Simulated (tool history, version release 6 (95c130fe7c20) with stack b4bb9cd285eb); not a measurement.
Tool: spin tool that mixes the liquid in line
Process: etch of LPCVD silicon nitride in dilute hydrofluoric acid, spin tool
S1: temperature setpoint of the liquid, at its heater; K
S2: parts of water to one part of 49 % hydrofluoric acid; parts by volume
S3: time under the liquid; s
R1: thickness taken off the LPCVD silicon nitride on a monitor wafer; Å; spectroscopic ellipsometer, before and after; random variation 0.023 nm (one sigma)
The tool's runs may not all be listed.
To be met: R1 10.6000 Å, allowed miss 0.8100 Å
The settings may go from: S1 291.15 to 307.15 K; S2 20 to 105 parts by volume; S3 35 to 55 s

run,hour,S1,S2,S3,R1
1,0.0,299.15,55,55,4.8159
2,6.6,300.65,50,55,5.9980
3,14.2,297.15,50,55,4.7281
4,14.8,297.15,40,55,5.8506
5,22.3,293.65,40,55,4.5864
6,30.2,293.65,40,55,4.4134
7,36.7,295.65,40,55,5.4223
8,44.6,297.15,40,55,5.6980
9,50.7,298.65,40,55,6.2395
10,57.7,300.15,40,55,7.3209
11,65.5,301.15,40,55,7.2816
12,70.7,301.15,40,55,7.2955
13,76.8,302.15,40,55,7.9229
14,81.0,302.65,40,55,8.0473
15,85.5,303.15,40,55,8.4224
16,91.4,303.65,40,55,8.7974
17,93.8,303.65,40,55,9.0290

Which of these 4 next moves meets every target?
A,96.2,307.15,35,55,?
B,96.2,304.65,35,55,?
C,96.2,305.15,30,55,?
D,96.2,302.15,30,35,?

move,R1
A,12.8570
B,10.9610
C,13.1630
D,6.8915
A: takes the result that was furthest off past its target
B: meets every target
C: takes the result that was furthest off past its target
D: further off than the last run
Move B is the one to make.
